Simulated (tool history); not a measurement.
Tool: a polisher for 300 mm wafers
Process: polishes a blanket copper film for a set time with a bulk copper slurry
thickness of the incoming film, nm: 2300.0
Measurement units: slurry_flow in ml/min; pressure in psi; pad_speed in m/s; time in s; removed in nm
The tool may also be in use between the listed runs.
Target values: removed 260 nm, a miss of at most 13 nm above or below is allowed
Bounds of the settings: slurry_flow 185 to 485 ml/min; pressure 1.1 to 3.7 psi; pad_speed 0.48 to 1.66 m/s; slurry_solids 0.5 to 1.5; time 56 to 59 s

run,hour,slurry_flow,pressure,pad_speed,slurry_solids,time,removed
1,0,310,2.4,1.06,1,56,383.53
2,3.6,310,2.4,1.06,1,56,378.13
3,11.5,310,2.3,1.06,1,56,366.15
4,18.9,310,2.3,1.06,1,59,395.28
5,23.9,310,2.2,1.06,1,59,385.93
6,26.2,310,2.1,1.06,1,59,372.19
7,33.2,310,2,1.06,1,59,356.58
8,34.5,310,1.9,1.06,1,59,345.2
9,38.6,310,1.8,1.06,1,59,328.8
# hour 41.1: slurry blender recalibrated
10,41.1,310,1.7,1.06,1,59,356.31
11,47.2,310,1.7,1.02,1,59,339.31
12,49.9,310,1.6,0.98,1,59,327.31
13,56.4,310,1.6,0.96,1,59,322.19
14,57.6,310,1.6,0.94,1,59,312.7
15,62.6,310,1.6,0.92,1,59,299.3
16,66.6,310,1.4,0.88,1,59,273.39

Pick the move, out of 4, that brings all results within their allowed miss; only one does.
A,70.6,305,1.4,0.96,1,59,?
B,70.6,310,1.7,0.84,0.8,56,?
C,70.6,285,1.6,0.94,0.9,57,?
D,70.6,295,1.2,1.06,1,59,?

move,removed
A,290.13
B,259.43
C,287.05
D,288.76
A: its largest miss is bigger than the last run's
B: each result inside its tolerance
C: its largest miss is bigger than the last run's
D: its largest miss is bigger than the last run's
B is the move that brings every result within its allowed miss.

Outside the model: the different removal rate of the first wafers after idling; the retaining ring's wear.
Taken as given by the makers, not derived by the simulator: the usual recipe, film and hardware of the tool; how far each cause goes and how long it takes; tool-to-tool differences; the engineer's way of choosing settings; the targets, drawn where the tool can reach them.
